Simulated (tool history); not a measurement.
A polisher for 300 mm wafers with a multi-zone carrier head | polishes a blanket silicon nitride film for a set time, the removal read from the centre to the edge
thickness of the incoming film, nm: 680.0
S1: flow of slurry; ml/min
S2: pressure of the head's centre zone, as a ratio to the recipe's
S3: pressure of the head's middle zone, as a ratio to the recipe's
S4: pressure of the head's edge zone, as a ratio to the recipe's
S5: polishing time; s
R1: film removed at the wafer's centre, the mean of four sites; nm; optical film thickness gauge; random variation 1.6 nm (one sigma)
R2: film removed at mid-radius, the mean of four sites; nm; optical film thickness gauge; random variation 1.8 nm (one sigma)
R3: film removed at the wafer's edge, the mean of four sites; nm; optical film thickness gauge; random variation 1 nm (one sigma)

run  hour   S1  S2  S3    S4   S5      R1      R2      R3
  1     0  135   1   1     1   75  162.04  166.19  160.16
  2   4.7  135   1   1     1   67  143.75  145.26  145.05
  3   5.8  135   1   1     1   83   181.9  180.95  176.72
  4  12.9  105   1   1     1   83  165.11  170.33  168.34
  5  18.4  105   1   1     1  100  199.37  209.96  206.22
  6  21.9  105   1   1  1.05  100  194.86  210.58  208.45

Run 7 comes next. What will it give?
  7  29.7  105   1   1  1.03  95   ?   ?   ?

Run 7 gave R1 187.72 nm, R2 192.87 nm, R3 196.27 nm.
